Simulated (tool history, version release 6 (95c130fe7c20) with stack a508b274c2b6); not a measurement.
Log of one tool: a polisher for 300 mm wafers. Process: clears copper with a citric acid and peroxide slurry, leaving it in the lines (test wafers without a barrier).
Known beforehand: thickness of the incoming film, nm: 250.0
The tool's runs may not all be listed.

run  hour  flow of slurry (ml/min)  pressure of the wafer on the pad (psi)  speed of the pad under the wafer (m/s)  abrasive content of the slurry  overpolish time after the end point (s)  time until the end point was called (s)  dishing of a wide line in a test structure (angstrom)
  1   0.0                      280                                     2.1                                    1.42                            1.00                                       30                                   126.44                                                399.820
  2   0.7                      280                                     1.8                                    1.36                            1.00                                       24                                   151.31                                                278.710
  3   6.6                      280                                     1.8                                    1.36                            1.00                                       35                                   149.35                                                392.070
  4   9.4                      285                                     1.6                                    1.32                            1.00                                       28                                   167.96                                                291.250
  5  17.3                      285                                     1.6                                    1.32                            0.85                                       28                                   176.93                                                287.210
  6  24.8                      265                                     1.5                                    1.26                            1.05                                       23                                   182.51                                                230.300
  7  27.0                      185                                     1.0                                    1.18                            1.30                                        9                                   256.18                                                 66.311
  8  31.0                      240                                     1.1                                    1.18                            1.30                                        9                                   233.20                                                 74.594
  9  38.6                      265                                     1.2                                    1.18                            1.20                                        9                                   215.84                                                 76.039
 10  42.6                      240                                     1.3                                    1.18                            1.15                                       10                                   210.07                                                 91.429
 11  48.2                      230                                     1.3                                    1.18                            1.10                                       10                                   215.12                                                 88.157
 12  54.0                      235                                     1.3                                    1.18                            1.05                                       11                                   218.19                                                 93.711
 13  59.4                      245                                     1.3                                    1.18                            1.00                                       12                                   212.92                                                105.820

For run 14, what comes out?
 14  61.5                      250                                     1.3                                    1.18                            0.95                                       12                                        ?                                                      ?

time until the end point was called (s): 216.46
dishing of a wide line in a test structure (angstrom): 104.390

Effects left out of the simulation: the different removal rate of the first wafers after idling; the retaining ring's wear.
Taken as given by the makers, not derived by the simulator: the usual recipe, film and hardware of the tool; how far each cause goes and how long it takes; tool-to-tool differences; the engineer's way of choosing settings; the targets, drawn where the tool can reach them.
